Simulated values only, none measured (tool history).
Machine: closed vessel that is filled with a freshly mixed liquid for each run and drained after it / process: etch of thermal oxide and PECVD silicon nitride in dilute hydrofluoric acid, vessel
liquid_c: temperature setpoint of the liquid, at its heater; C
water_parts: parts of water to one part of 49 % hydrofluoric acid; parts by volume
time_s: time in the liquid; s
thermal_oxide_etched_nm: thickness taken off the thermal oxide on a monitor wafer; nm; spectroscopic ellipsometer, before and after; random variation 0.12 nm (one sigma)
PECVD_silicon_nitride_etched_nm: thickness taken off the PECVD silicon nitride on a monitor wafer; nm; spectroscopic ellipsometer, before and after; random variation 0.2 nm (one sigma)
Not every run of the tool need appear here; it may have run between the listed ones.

run  hour  liquid_c  water_parts  time_s  thermal_oxide_etched_nm  PECVD_silicon_nitride_etched_nm
  1     0        23           70     130                   8.3295                           6.9045
  2   5.5        23           55     150                   12.508                           10.005
  3  14.2        23           55      95                   7.8683                            6.365
  4  23.1        23           45     125                   12.806                           10.299
  5  31.9        23           65     125                   8.6302                           7.2356
  6  38.6        23           55     125                   10.406                           8.4611
  7  42.9        23           45     140                   14.399                           11.483
  8  44.4        23           45     140                   14.393                           11.464
  9  48.4      22.5           20     190                   44.174                           32.467
 10    53        21           40     190                    20.43                           15.139
 11  62.1      21.5           40     190                   20.715                           15.617
 12  65.9        22           40     190                   21.283                           16.295
 13  69.1      22.5           35     185                    24.28                           18.676
 14  71.9      22.5           30     185                   28.598                           21.881
 15  75.6        22           30     185                   27.855                           20.954

What will run 16 give?
 16  80.3        22           25     185                        ?                                ?

thermal_oxide_etched_nm: 33.935 nm
PECVD_silicon_nitride_etched_nm: 24.916 nm
